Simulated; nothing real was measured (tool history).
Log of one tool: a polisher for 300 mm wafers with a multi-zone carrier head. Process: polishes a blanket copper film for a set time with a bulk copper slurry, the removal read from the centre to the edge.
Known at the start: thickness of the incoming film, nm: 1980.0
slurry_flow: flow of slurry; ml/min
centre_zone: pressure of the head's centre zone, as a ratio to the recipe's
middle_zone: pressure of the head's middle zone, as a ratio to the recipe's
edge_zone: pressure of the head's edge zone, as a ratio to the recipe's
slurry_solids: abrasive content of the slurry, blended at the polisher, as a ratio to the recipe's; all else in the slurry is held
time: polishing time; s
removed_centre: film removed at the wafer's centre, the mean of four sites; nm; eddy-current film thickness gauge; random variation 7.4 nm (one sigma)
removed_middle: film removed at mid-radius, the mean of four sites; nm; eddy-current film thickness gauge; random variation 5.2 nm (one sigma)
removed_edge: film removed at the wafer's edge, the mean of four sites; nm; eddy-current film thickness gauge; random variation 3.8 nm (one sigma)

| run | hour | slurry_flow | centre_zone | middle_zone | edge_zone | slurry_solids | time | removed_centre | removed_middle | removed_edge |
|---|---|---|---|---|---|---|---|---|---|---|
| 1 | 0 | 270 | 1 | 1 | 1 | 1 | 64 | 390.78 | 382.19 | 384.92 |
| 2 | 3.1 | 280 | 1.01 | 1.04 | 1.03 | 1.1 | 65 | 402.48 | 409.42 | 409.72 |
| 3 | 6.3 | 290 | 1.04 | 1.07 | 1.03 | 1.2 | 66 | 433.69 | 436.49 | 418.32 |
| 4 | 9.1 | 295 | 1.05 | 1.09 | 1.06 | 1.25 | 67 | 440.97 | 454.88 | 439.85 |
| 5 | 9.6 | 295 | 1.02 | 1.09 | 1.06 | 1.25 | 67 | 437.44 | 454.74 | 433.38 |
| 6 | 13.7 | 295 | 1.02 | 1.09 | 1.06 | 1.25 | 60 | 387.91 | 405.37 | 394.25 |

The next listed run, before its measurement:
| 7 | 19.2 | 300 | 1.04 | 1.11 | 1.07 | 1.3 | 62 | ? | ? | ? |

Run 7 gave removed_centre 417.34 nm, removed_middle 429.05 nm, removed_edge 411.45 nm.

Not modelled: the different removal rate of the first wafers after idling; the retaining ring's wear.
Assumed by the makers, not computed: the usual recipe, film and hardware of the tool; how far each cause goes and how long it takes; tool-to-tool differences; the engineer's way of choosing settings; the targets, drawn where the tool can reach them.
